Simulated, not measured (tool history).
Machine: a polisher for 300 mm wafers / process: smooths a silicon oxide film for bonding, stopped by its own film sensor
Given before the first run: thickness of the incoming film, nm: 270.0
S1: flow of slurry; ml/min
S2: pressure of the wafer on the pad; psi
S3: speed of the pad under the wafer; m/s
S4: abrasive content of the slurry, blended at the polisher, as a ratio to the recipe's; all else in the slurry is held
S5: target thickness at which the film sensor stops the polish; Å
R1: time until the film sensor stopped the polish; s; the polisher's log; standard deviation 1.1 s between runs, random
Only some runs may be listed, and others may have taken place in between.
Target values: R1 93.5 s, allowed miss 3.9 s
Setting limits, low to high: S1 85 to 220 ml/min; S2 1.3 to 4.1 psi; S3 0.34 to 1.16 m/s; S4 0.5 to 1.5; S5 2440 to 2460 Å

| run | hour | S1 | S2 | S3 | S4 | S5 | R1 |
|---|---|---|---|---|---|---|---|
| 1 | 0 | 140 | 2.7 | 0.74 | 1 | 2440 | 39.795 |
| 2 | 8.2 | 135 | 2.3 | 0.66 | 1 | 2440 | 51.574 |
| 3 | 8.9 | 135 | 2.3 | 0.66 | 0.85 | 2440 | 55.537 |
| 4 | 17.7 | 135 | 2.3 | 0.74 | 0.85 | 2440 | 50.492 |
| 5 | 26.5 | 130 | 2 | 0.7 | 0.85 | 2440 | 59.97 |
| 6 | 28.4 | 125 | 1.8 | 0.66 | 0.85 | 2440 | 69.275 |
| 7 | 34.8 | 120 | 1.7 | 0.64 | 0.85 | 2440 | 78.407 |
| 8 | 36 | 115 | 1.6 | 0.64 | 0.85 | 2440 | 83.803 |
| 9 | 42.6 | 110 | 1.6 | 0.64 | 0.85 | 2440 | 84.653 |
| 10 | 45.3 | 105 | 1.6 | 0.64 | 0.85 | 2440 | 84.453 |

Which of these 5 next moves meets every target?
| A | 48 | 125 | 1.4 | 0.66 | 0.85 | 2450 | ? |
| B | 48 | 135 | 1.6 | 0.58 | 0.95 | 2440 | ? |
| C | 48 | 125 | 1.8 | 0.52 | 0.95 | 2440 | ? |
| D | 48 | 100 | 2 | 0.6 | 0.65 | 2450 | ? |
| E | 48 | 125 | 1.4 | 0.6 | 0.8 | 2460 | ? |

| move | R1 |
|---|---|
| A | 86.233 |
| B | 81.192 |
| C | 80.355 |
| D | 82.5 |
| E | 92.607 |
A: better than the last run, though not everything is in spec
B: lands further from the targets than the last run did
C: lands further from the targets than the last run did
D: lands further from the targets than the last run did
E: all results land within tolerance of their targets
E is the move that brings every result within its allowed miss.
